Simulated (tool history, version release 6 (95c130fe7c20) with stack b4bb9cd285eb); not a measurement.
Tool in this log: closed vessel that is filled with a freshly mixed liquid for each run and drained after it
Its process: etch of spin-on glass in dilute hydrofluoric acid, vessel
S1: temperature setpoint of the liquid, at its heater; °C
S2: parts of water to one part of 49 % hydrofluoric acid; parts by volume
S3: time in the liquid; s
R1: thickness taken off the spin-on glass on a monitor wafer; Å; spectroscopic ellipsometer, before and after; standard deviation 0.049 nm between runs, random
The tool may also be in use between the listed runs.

run    day    S1   S2  S3      R1
  1      0    23  230  30  39.966
  2  0.188  24.5  230  30  41.981
  3  0.417    22  230  30  38.946
  4  0.558    24  225  30  42.819
  5  0.821    24  225  30  42.936
  6  0.996  25.5  225  30  45.227
  7  1.133  26.5  225  30  45.983

The next listed run, before its measurement:
  8  1.221  26.5  225  30   ?

R1: 47.12 Å
